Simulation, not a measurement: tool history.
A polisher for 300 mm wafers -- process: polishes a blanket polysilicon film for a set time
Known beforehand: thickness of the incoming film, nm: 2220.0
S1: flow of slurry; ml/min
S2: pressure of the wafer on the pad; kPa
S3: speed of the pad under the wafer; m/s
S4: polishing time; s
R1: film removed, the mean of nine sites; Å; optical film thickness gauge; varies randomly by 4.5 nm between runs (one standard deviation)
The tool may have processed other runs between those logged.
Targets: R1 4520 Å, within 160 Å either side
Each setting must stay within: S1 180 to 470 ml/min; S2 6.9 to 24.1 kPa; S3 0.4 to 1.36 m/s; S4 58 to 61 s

run 1 day=0 | S1=300 S2=15.2 S3=0.88 S4=58 | R1=3021.5
run 2 day=0.062 | S1=300 S2=15.2 S3=0.76 S4=58 | R1=2630.7
run 3 day=0.333 | S1=300 S2=16.5 S3=0.76 S4=58 | R1=2887.1
run 4 day=0.421 | S1=300 S2=16.5 S3=0.9 S4=58 | R1=3362.9
run 5 day=0.696 | S1=300 S2=17.2 S3=0.9 S4=58 | R1=3448.1
run 6 day=0.796 | S1=300 S2=17.2 S3=0.76 S4=58 | R1=2986.3
run 7 day=0.867 | S1=300 S2=18.6 S3=0.76 S4=58 | R1=3180.2
run 8 day=1.117 | S1=300 S2=22.8 S3=0.82 S4=58 | R1=4157.8
run 9 day=1.221 | S1=300 S2=23.4 S3=0.82 S4=58 | R1=4309.5

Which of these 4 next moves meets every target?
run A day=1.325 | S1=300 S2=22.1 S3=0.8 S4=61 | R1=?
run B day=1.325 | S1=275 S2=24.1 S3=0.8 S4=61 | R1=?
run C day=1.325 | S1=295 S2=22.8 S3=0.82 S4=58 | R1=?
run D day=1.325 | S1=235 S2=21.4 S3=0.82 S4=61 | R1=?

move=A R1=4230
move=B R1=4592.3
move=C R1=4233.1
move=D R1=4124.4
A: the biggest miss grows against the last run
B: all results in spec
C: the biggest miss grows against the last run
D: the biggest miss grows against the last run
B is the move that brings every result within its allowed miss.
